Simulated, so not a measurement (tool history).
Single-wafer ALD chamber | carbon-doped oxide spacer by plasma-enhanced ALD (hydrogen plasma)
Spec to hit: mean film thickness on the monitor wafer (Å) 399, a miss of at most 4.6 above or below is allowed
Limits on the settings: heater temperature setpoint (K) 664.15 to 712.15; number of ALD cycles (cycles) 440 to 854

run,hour,heater temperature setpoint (K),number of ALD cycles (cycles),mean film thickness on the monitor wafer (Å)
1,0,688.15,647,338.11
2,9.9,681.15,647,344.85
3,14.6,681.15,594,316.54
4,17.6,681.15,514,274.88
5,20.2,675.15,514,280.25
6,29.8,675.15,561,306.11
7,32.6,672.15,599,326.51
8,40.6,670.15,631,341.34
9,44.9,669.15,659,360.47
10,51.8,668.15,676,368.04
11,55.7,667.15,691,375.83
12,63.5,667.15,702,381.02

5 next moves are on the table. One of them brings every result within its allowed miss. Which?
A,71.3,664.15,707,?
B,71.3,679.15,727,?
C,71.3,664.15,708,?
D,71.3,664.15,711,?
E,71.3,666.15,730,?

move,mean film thickness on the monitor wafer (Å)
A,383.66
B,388.9
C,384.2
D,385.83
E,396.14
A: nearer than the last run, and not there yet
B: nearer than the last run, and not there yet
C: nearer than the last run, and not there yet
D: nearer than the last run, and not there yet
E: every result within its allowed miss
E meets every target.
